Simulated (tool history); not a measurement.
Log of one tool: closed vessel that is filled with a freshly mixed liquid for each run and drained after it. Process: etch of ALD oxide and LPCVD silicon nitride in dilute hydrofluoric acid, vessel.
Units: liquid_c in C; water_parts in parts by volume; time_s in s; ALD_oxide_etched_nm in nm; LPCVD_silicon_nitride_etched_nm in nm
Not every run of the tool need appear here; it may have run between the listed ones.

| run | hour | liquid_c | water_parts | time_s | ALD_oxide_etched_nm | LPCVD_silicon_nitride_etched_nm |
|---|---|---|---|---|---|---|
| 1 | 0.0 | 22.0 | 70 | 145 | 31.012 | 0.91321 |
| 2 | 5.2 | 22.0 | 70 | 180 | 38.515 | 1.11770 |
| 3 | 13.0 | 21.5 | 85 | 170 | 28.756 | 0.84199 |
| 4 | 17.5 | 19.0 | 85 | 170 | 25.976 | 0.68791 |
| 5 | 20.6 | 22.0 | 85 | 170 | 29.791 | 0.87376 |
| 6 | 23.8 | 22.0 | 95 | 155 | 23.331 | 0.71919 |
| 7 | 24.4 | 21.5 | 105 | 150 | 19.811 | 0.61509 |

What will run 8 give?
| 8 | 31.0 | 21.0 | 110 | 145 | ? | ? |

{"run 8": {"ALD_oxide_etched_nm": 17.987, "LPCVD_silicon_nitride_etched_nm": 0.5284}}
